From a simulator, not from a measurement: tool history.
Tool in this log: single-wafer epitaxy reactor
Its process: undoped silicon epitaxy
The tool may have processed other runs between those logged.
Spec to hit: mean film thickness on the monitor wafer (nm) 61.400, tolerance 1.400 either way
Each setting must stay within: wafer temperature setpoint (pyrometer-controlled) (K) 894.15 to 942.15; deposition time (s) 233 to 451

run  hour  wafer temperature setpoint (pyrometer-controlled) (K)  deposition time (s)  mean film thickness on the monitor wafer (nm)
  1   0.0                                                 918.15                  342                                         53.956
  2   7.9                                                 928.15                  342                                         65.028
  3  15.7                                                 919.15                  342                                         54.727
  4  21.7                                                 920.15                  342                                         56.332
  5  27.3                                                 912.15                  342                                         47.867
  6  33.3                                                 915.15                  343                                         50.961
  7  40.0                                                 917.15                  343                                         53.120
  8  47.0                                                 919.15                  343                                         55.291
  9  54.8                                                 920.15                  343                                         56.285
 10  60.5                                                 921.15                  343                                         56.999
 11  66.3                                                 922.15                  343                                         58.583
 12  67.6                                                 923.15                  343                                         60.001

Next run, 4 choices. One meets every target within its allowed miss, the rest don't. Which?
  A  68.9                                                 924.15                  332                                              ?
  B  68.9                                                 917.15                  370                                              ?
  C  68.9                                                 925.15                  313                                              ?
  D  68.9                                                 918.15                  385                                              ?

move  mean film thickness on the monitor wafer (nm)
   A                                         58.837
   B                                         57.288
   C                                         56.541
   D                                         60.779
A: moves away from the targets compared with the last run
B: moves away from the targets compared with the last run
C: moves away from the targets compared with the last run
D: hits every target within its allowed miss
Correct choice: D, which meets every target
